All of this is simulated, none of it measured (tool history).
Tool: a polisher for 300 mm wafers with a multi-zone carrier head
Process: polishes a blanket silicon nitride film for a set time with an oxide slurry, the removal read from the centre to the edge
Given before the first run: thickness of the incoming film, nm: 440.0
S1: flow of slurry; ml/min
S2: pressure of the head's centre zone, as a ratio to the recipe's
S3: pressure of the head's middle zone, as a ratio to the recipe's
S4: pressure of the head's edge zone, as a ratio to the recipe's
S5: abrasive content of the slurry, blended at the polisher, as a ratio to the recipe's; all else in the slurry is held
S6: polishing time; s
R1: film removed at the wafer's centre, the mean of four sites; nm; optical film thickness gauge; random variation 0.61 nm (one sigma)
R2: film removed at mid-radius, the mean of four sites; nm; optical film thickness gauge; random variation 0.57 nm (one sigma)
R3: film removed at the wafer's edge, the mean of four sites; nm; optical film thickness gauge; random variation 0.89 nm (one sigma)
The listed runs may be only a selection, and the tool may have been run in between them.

run 1 hour=0 | S1=310 S2=1 S3=1 S4=1 S5=1 S6=87 | R1=42.692 R2=42.875 R3=43.331
run 2 hour=7.7 | S1=310 S2=0.96 S3=1 S4=1 S5=1 S6=87 | R1=41.363 R2=43.123 R3=42.875
run 3 hour=13.3 | S1=310 S2=0.96 S3=1.01 S4=1.02 S5=1.05 S6=88 | R1=42.426 R2=45.832 R3=43.714
run 4 hour=20.6 | S1=380 S2=0.96 S3=1.01 S4=1.02 S5=1.05 S6=88 | R1=43.658 R2=46.283 R3=45.659
run 5 hour=28.6 | S1=390 S2=0.96 S3=1 S4=1.04 S5=1.1 S6=89 | R1=44.058 R2=46.182 R3=47.658
-- hour=36.2 worn pad replaced by a new one
run 6 hour=36.2 | S1=390 S2=0.96 S3=1 S4=1.07 S5=1.1 S6=89 | R1=47.952 R2=50.891 R3=51.274
run 7 hour=40 | S1=395 S2=0.96 S3=1 S4=1.09 S5=1.1 S6=89 | R1=47.988 R2=50.455 R3=52.059
run 8 hour=40.5 | S1=400 S2=0.96 S3=1 S4=1.1 S5=1.15 S6=89 | R1=48.769 R2=51.317 R3=52.718

Forecast run 9:
run 9 hour=42.2 | S1=405 S2=0.96 S3=1 S4=1.11 S5=1.2 S6=89 | R1=? R2=? R3=?

Run 9 yielded R1 49.504 nm, R2 51.25 nm, R3 54.122 nm.
